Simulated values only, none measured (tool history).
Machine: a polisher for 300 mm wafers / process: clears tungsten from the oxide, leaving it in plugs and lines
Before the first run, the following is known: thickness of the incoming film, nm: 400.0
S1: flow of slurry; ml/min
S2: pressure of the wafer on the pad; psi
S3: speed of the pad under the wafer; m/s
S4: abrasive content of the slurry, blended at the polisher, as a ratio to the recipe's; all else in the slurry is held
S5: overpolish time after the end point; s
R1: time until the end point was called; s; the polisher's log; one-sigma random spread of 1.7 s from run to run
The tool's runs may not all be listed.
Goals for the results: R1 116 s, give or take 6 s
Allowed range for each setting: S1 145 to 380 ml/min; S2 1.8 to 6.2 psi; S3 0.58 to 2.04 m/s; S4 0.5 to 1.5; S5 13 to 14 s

{"run": 1, "hour": 0.0, "S1": 245, "S2": 4, "S3": 1.3, "S4": 1, "S5": 13, "R1": 66.187}
{"run": 2, "hour": 3.7, "S1": 245, "S2": 4, "S3": 1.5, "S4": 1, "S5": 13, "R1": 60.053}
{"run": 3, "hour": 12.1, "S1": 245, "S2": 3.6, "S3": 1.46, "S4": 1, "S5": 13, "R1": 67.009}
{"run": 4, "hour": 18.6, "S1": 245, "S2": 2.7, "S3": 1.46, "S4": 1, "S5": 13, "R1": 88.432}
{"run": 5, "hour": 27.3, "S1": 245, "S2": 2.5, "S3": 1.46, "S4": 1, "S5": 13, "R1": 97.457}
{"run": 6, "hour": 32.2, "S1": 245, "S2": 2.4, "S3": 1.46, "S4": 1, "S5": 13, "R1": 98.685}
{"run": 7, "hour": 39.2, "S1": 245, "S2": 2.3, "S3": 1.46, "S4": 1, "S5": 13, "R1": 105.25}
{"run": 8, "hour": 46.2, "S1": 245, "S2": 2.2, "S3": 1.46, "S4": 1, "S5": 13, "R1": 107.63}

Of the 4 settings listed for the next run, only one would bring every result within its allowed miss of target. Which one?
{"run": "A", "hour": 53.2, "S1": 235, "S2": 2.1, "S3": 1.62, "S4": 1, "S5": 13, "R1": "?"}
{"run": "B", "hour": 53.2, "S1": 270, "S2": 1.9, "S3": 1.72, "S4": 1.15, "S5": 13, "R1": "?"}
{"run": "C", "hour": 53.2, "S1": 220, "S2": 2.2, "S3": 1.4, "S4": 0.95, "S5": 13, "R1": "?"}
{"run": "D", "hour": 53.2, "S1": 295, "S2": 2.6, "S3": 1.4, "S4": 1.1, "S5": 14, "R1": "?"}

move=A R1=103.09
move=B R1=102.69
move=C R1=115.53
move=D R1=93.511
A: lands further from the targets than the last run did
B: lands further from the targets than the last run did
C: in spec on every target
D: lands further from the targets than the last run did
Answer: C
